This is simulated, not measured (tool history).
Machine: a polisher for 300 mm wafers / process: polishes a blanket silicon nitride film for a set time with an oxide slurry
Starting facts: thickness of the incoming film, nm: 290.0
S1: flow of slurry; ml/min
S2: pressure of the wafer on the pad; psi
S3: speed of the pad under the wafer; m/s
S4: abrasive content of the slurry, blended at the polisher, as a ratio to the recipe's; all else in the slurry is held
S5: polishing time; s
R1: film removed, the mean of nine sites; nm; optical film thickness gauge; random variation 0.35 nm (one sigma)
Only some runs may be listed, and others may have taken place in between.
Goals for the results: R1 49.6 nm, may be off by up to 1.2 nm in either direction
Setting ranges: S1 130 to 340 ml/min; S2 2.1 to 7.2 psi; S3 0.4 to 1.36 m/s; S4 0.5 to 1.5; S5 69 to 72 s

run	hour	S1	S2	S3	S4	S5	R1
1	0	220	4.6	0.88	1	69	44.122
2	7.1	245	4.6	0.88	1	69	45.407
3	12.1	245	4.6	0.88	0.9	69	42.35
4	15.8	205	4.6	0.88	0.9	69	41.575
5	17.5	205	3.9	0.88	0.9	69	35.801
6	25.6	205	3.9	0.78	0.9	69	32.335
7	34.5	215	4.3	0.78	0.9	69	35.645
8	36.4	225	4.6	0.78	0.9	69	38.161
9	44.6	235	4.8	0.78	0.9	69	40.629
10	50.7	245	5	0.78	0.9	69	41.645
11	58.3	250	5.2	0.78	0.9	69	44.146

Consider the 5 candidate settings below. Which is the only one whose results all fall within their allowed miss of target?
A	65.9	245	5.3	0.96	0.8	69	?
B	65.9	270	4.7	0.8	0.8	72	?
C	65.9	220	5.1	0.68	0.9	69	?
D	65.9	315	5.5	0.7	0.95	72	?
E	65.9	250	5.2	0.78	0.95	72	?

move	R1
A	49.616
B	40.25
C	38.097
D	46.818
E	47.209
A: each result inside its tolerance
B: the biggest miss grows against the last run
C: the biggest miss grows against the last run
D: gains on the last run, yet a result remains outside its allowed miss
E: gains on the last run, yet a result remains outside its allowed miss
Go with A: it meets all targets.
